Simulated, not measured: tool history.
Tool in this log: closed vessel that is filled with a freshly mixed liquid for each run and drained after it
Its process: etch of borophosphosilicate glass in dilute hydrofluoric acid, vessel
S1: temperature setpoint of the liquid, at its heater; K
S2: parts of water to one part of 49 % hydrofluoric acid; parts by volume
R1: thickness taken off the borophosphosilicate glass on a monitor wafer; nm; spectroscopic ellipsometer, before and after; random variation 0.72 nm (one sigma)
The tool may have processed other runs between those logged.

{"run": 1, "hour": 0.0, "S1": 295.15, "S2": 105, "time in the liquid (s)": 135, "R1": 36.34}
{"run": 2, "hour": 1.8, "S1": 292.15, "S2": 105, "time in the liquid (s)": 135, "R1": 31.967}
{"run": 3, "hour": 8.7, "S1": 292.15, "S2": 105, "time in the liquid (s)": 135, "R1": 31.875}
{"run": 4, "hour": 17.0, "S1": 293.15, "S2": 95, "time in the liquid (s)": 135, "R1": 37.402}
{"run": 5, "hour": 25.1, "S1": 293.15, "S2": 95, "time in the liquid (s)": 135, "R1": 37.106}
{"run": 6, "hour": 29.9, "S1": 294.15, "S2": 85, "time in the liquid (s)": 135, "R1": 44.099}
{"run": 7, "hour": 33.9, "S1": 298.15, "S2": 45, "time in the liquid (s)": 135, "R1": 103.89}
{"run": 8, "hour": 42.8, "S1": 298.65, "S2": 45, "time in the liquid (s)": 135, "R1": 104.63}
{"run": 9, "hour": 45.3, "S1": 299.15, "S2": 45, "time in the liquid (s)": 135, "R1": 106.89}
{"run": 10, "hour": 51.7, "S1": 299.65, "S2": 45, "time in the liquid (s)": 135, "R1": 109.2}
{"run": 11, "hour": 56.0, "S1": 300.15, "S2": 45, "time in the liquid (s)": 135, "R1": 111.27}
{"run": 12, "hour": 61.3, "S1": 300.65, "S2": 45, "time in the liquid (s)": 135, "R1": 113.98}

Run 13 comes next. What will it give?
{"run": 13, "hour": 69.3, "S1": 303.15, "S2": 35, "time in the liquid (s)": 135, "R1": "?"}

Run 13 yielded R1 164.15 nm.
